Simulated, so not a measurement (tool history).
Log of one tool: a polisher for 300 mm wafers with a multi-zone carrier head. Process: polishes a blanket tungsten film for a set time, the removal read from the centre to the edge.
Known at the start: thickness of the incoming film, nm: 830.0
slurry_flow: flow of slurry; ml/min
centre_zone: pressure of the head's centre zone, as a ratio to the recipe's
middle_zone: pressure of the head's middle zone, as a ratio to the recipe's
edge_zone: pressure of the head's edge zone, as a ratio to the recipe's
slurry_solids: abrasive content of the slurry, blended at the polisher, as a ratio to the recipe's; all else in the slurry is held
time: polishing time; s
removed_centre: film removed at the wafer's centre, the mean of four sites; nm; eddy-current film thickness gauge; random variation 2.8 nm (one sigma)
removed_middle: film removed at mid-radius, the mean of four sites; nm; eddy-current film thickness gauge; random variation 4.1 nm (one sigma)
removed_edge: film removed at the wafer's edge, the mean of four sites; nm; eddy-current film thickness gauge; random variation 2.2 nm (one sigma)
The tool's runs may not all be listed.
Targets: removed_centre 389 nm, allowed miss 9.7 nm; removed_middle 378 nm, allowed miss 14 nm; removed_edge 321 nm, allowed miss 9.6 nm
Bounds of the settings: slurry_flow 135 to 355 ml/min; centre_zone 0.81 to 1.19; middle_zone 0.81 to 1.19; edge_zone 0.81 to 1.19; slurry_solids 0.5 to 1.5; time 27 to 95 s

{"run": 1, "hour": 0.0, "slurry_flow": 225, "centre_zone": 1, "middle_zone": 1, "edge_zone": 1, "slurry_solids": 1, "time": 61, "removed_centre": 251.05, "removed_middle": 247.3, "removed_edge": 241.88}
{"run": 2, "hour": 8.0, "slurry_flow": 225, "centre_zone": 1, "middle_zone": 1, "edge_zone": 1, "slurry_solids": 1, "time": 53, "removed_centre": 215.18, "removed_middle": 213.63, "removed_edge": 208.37}
{"run": 3, "hour": 11.1, "slurry_flow": 225, "centre_zone": 1, "middle_zone": 1, "edge_zone": 0.96, "slurry_solids": 1, "time": 53, "removed_centre": 218.43, "removed_middle": 211.38, "removed_edge": 205.79}
{"run": 4, "hour": 20.1, "slurry_flow": 225, "centre_zone": 1, "middle_zone": 1, "edge_zone": 0.9, "slurry_solids": 1, "time": 53, "removed_centre": 216.93, "removed_middle": 209.98, "removed_edge": 198.34}
{"run": 5, "hour": 24.0, "slurry_flow": 245, "centre_zone": 1.05, "middle_zone": 1.05, "edge_zone": 0.95, "slurry_solids": 1.15, "time": 57, "removed_centre": 257.45, "removed_middle": 252.01, "removed_edge": 232.53}
{"run": 6, "hour": 28.1, "slurry_flow": 265, "centre_zone": 1.09, "middle_zone": 1.08, "edge_zone": 0.97, "slurry_solids": 1.25, "time": 59, "removed_centre": 289.63, "removed_middle": 275.37, "removed_edge": 248.81}
{"run": 7, "hour": 36.6, "slurry_flow": 280, "centre_zone": 1.11, "middle_zone": 1.11, "edge_zone": 1, "slurry_solids": 1.3, "time": 61, "removed_centre": 309.52, "removed_middle": 292.83, "removed_edge": 263.56}
{"run": 8, "hour": 39.6, "slurry_flow": 285, "centre_zone": 1.12, "middle_zone": 1.13, "edge_zone": 1, "slurry_solids": 1.35, "time": 64, "removed_centre": 333.64, "removed_middle": 318.9, "removed_edge": 283.63}
{"run": 9, "hour": 41.8, "slurry_flow": 295, "centre_zone": 1.13, "middle_zone": 1.15, "edge_zone": 1, "slurry_solids": 1.4, "time": 65, "removed_centre": 345.6, "removed_middle": 334.81, "removed_edge": 288.82}
{"run": 10, "hour": 47.2, "slurry_flow": 300, "centre_zone": 1.14, "middle_zone": 1.16, "edge_zone": 1.01, "slurry_solids": 1.45, "time": 66, "removed_centre": 359.22, "removed_middle": 347.46, "removed_edge": 303.76}
{"run": 11, "hour": 51.2, "slurry_flow": 305, "centre_zone": 1.15, "middle_zone": 1.17, "edge_zone": 1.01, "slurry_solids": 1.45, "time": 67, "removed_centre": 362.46, "removed_middle": 355.64, "removed_edge": 307.77}

5 next moves are on the table. One of them brings every result within its allowed miss. Which?
{"run": "A", "hour": 55.2, "slurry_flow": 290, "centre_zone": 1.19, "middle_zone": 1.09, "edge_zone": 1.02, "slurry_solids": 1.25, "time": 71, "removed_centre": "?", "removed_middle": "?", "removed_edge": "?"}
{"run": "B", "hour": 55.2, "slurry_flow": 355, "centre_zone": 1.02, "middle_zone": 1.17, "edge_zone": 0.99, "slurry_solids": 1.4, "time": 69, "removed_centre": "?", "removed_middle": "?", "removed_edge": "?"}
{"run": "C", "hour": 55.2, "slurry_flow": 355, "centre_zone": 1.04, "middle_zone": 1.03, "edge_zone": 1.01, "slurry_solids": 1.45, "time": 72, "removed_centre": "?", "removed_middle": "?", "removed_edge": "?"}
{"run": "D", "hour": 55.2, "slurry_flow": 290, "centre_zone": 1.15, "middle_zone": 1.11, "edge_zone": 1.11, "slurry_solids": 1.4, "time": 70, "removed_centre": "?", "removed_middle": "?", "removed_edge": "?"}
{"run": "E", "hour": 55.2, "slurry_flow": 280, "centre_zone": 1.17, "middle_zone": 1.19, "edge_zone": 1, "slurry_solids": 1.4, "time": 71, "removed_centre": "?", "removed_middle": "?", "removed_edge": "?"}

move=A removed_centre=382.61 removed_middle=339.48 removed_edge=311.55
move=B removed_centre=336.31 removed_middle=368.8 removed_edge=312.72
move=C removed_centre=361.2 removed_middle=350.27 removed_edge=333.46
move=D removed_centre=376.81 removed_middle=351.21 removed_edge=331.09
move=E removed_centre=387.46 removed_middle=375.85 removed_edge=317.66
A: brings the result that was furthest off to its target, and leaves another outside
B: further off than the last run
C: as far off as the last run
D: nearer than the last run, and not there yet
E: meets every target
Answer: E

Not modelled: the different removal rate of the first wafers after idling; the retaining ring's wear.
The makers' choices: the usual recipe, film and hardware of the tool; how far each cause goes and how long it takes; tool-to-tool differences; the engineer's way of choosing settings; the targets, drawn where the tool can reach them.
